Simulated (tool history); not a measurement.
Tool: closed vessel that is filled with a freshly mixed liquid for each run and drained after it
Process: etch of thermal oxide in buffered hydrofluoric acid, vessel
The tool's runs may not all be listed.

| run | hour | temperature setpoint of the liquid (K) | parts of 40 % ammonium fluoride to one part of 49 % hydrofluoric acid (parts by volume) | time in the liquid (s) | thickness taken off the thermal oxide on a monitor wafer (nm) |
|---|---|---|---|---|---|
| 1 | 0.0 | 296.15 | 23.5 | 30 | 14.347 |
| 2 | 6.3 | 298.15 | 21.0 | 30 | 17.228 |
| 3 | 9.1 | 299.65 | 19.0 | 30 | 20.265 |
| 4 | 11.2 | 299.65 | 24.0 | 30 | 16.998 |
| 5 | 17.8 | 299.65 | 24.0 | 30 | 17.050 |
| 6 | 26.5 | 299.65 | 27.0 | 30 | 15.705 |
| 7 | 35.5 | 300.65 | 24.0 | 30 | 17.984 |

The next listed run, before its measurement:
| 8 | 43.4 | 301.65 | 21.5 | 30 | ? |

thickness taken off the thermal oxide on a monitor wafer (nm): 20.565
